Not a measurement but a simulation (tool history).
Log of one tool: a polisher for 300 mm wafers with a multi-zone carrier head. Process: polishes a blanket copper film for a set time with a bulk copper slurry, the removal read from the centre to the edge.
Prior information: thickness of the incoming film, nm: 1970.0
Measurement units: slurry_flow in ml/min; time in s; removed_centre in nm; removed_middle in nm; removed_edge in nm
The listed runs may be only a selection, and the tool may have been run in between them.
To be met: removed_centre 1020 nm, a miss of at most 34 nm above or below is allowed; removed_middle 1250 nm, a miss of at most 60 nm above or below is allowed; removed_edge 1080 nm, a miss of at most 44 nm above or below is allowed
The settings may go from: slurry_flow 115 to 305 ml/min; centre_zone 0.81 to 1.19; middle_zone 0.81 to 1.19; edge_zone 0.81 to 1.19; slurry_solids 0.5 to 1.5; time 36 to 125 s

{"run": 1, "hour": 0.0, "slurry_flow": 195, "centre_zone": 1, "middle_zone": 1, "edge_zone": 1, "slurry_solids": 1, "time": 80, "removed_centre": 731.4, "removed_middle": 693.46, "removed_edge": 754.78}
{"run": 2, "hour": 6.7, "slurry_flow": 195, "centre_zone": 1, "middle_zone": 1, "edge_zone": 1, "slurry_solids": 0.8, "time": 80, "removed_centre": 681.22, "removed_middle": 687.69, "removed_edge": 720.5}
{"run": 3, "hour": 10.2, "slurry_flow": 195, "centre_zone": 1, "middle_zone": 1, "edge_zone": 1, "slurry_solids": 0.95, "time": 80, "removed_centre": 703.43, "removed_middle": 700.52, "removed_edge": 736.64}
{"run": 4, "hour": 11.7, "slurry_flow": 195, "centre_zone": 1.05, "middle_zone": 1, "edge_zone": 1, "slurry_solids": 0.95, "time": 80, "removed_centre": 741.01, "removed_middle": 704.85, "removed_edge": 739.79}
{"run": 5, "hour": 17.5, "slurry_flow": 195, "centre_zone": 1.05, "middle_zone": 1.03, "edge_zone": 1, "slurry_solids": 0.95, "time": 80, "removed_centre": 752.98, "removed_middle": 727.57, "removed_edge": 733.32}
{"run": 6, "hour": 21.2, "slurry_flow": 205, "centre_zone": 0.99, "middle_zone": 1.08, "edge_zone": 0.98, "slurry_solids": 1, "time": 88, "removed_centre": 800.23, "removed_middle": 849.57, "removed_edge": 819.63}
{"run": 7, "hour": 23.5, "slurry_flow": 215, "centre_zone": 0.96, "middle_zone": 1.11, "edge_zone": 0.97, "slurry_solids": 1.1, "time": 93, "removed_centre": 851.26, "removed_middle": 923.59, "removed_edge": 907.05}
{"run": 8, "hour": 32.2, "slurry_flow": 215, "centre_zone": 0.96, "middle_zone": 1.11, "edge_zone": 0.97, "slurry_solids": 1.1, "time": 93, "removed_centre": 836.74, "removed_middle": 938.78, "removed_edge": 859.96}
{"run": 9, "hour": 37.8, "slurry_flow": 220, "centre_zone": 0.95, "middle_zone": 1.13, "edge_zone": 0.99, "slurry_solids": 1.2, "time": 97, "removed_centre": 889.4, "removed_middle": 1017.4, "removed_edge": 953.07}
{"run": 10, "hour": 45.8, "slurry_flow": 230, "centre_zone": 0.94, "middle_zone": 1.15, "edge_zone": 0.98, "slurry_solids": 1.25, "time": 99, "removed_centre": 905.64, "removed_middle": 1054.1, "removed_edge": 985.53}

Of the 5 settings listed for the next run, only one would bring every result within its allowed miss of target. Which one?
{"run": "A", "hour": 53.8, "slurry_flow": 200, "centre_zone": 0.95, "middle_zone": 1.17, "edge_zone": 0.98, "slurry_solids": 1.35, "time": 99, "removed_centre": "?", "removed_middle": "?", "removed_edge": "?"}
{"run": "B", "hour": 53.8, "slurry_flow": 240, "centre_zone": 0.93, "middle_zone": 1.19, "edge_zone": 0.96, "slurry_solids": 1.35, "time": 100, "removed_centre": "?", "removed_middle": "?", "removed_edge": "?"}
{"run": "C", "hour": 53.8, "slurry_flow": 195, "centre_zone": 0.89, "middle_zone": 1.19, "edge_zone": 0.94, "slurry_solids": 1.25, "time": 113, "removed_centre": "?", "removed_middle": "?", "removed_edge": "?"}
{"run": "D", "hour": 53.8, "slurry_flow": 260, "centre_zone": 0.89, "middle_zone": 1.12, "edge_zone": 0.84, "slurry_solids": 1, "time": 122, "removed_centre": "?", "removed_middle": "?", "removed_edge": "?"}
{"run": "E", "hour": 53.8, "slurry_flow": 250, "centre_zone": 0.98, "middle_zone": 1.19, "edge_zone": 0.9, "slurry_solids": 1.4, "time": 97, "removed_centre": "?", "removed_middle": "?", "removed_edge": "?"}

move=A removed_centre=921.15 removed_middle=1091 removed_edge=993.76
move=B removed_centre=930.75 removed_middle=1140.2 removed_edge=1007.7
move=C removed_centre=963.5 removed_middle=1237.2 removed_edge=1088.2
move=D removed_centre=1019.4 removed_middle=1239.5 removed_edge=1080.7
move=E removed_centre=964.5 removed_middle=1120.1 removed_edge=958.55
A: better than the last run, though not everything is in spec
B: better than the last run, though not everything is in spec
C: better than the last run, though not everything is in spec
D: meets every target
E: better than the last run, though not everything is in spec
Correct choice: D, which meets every target
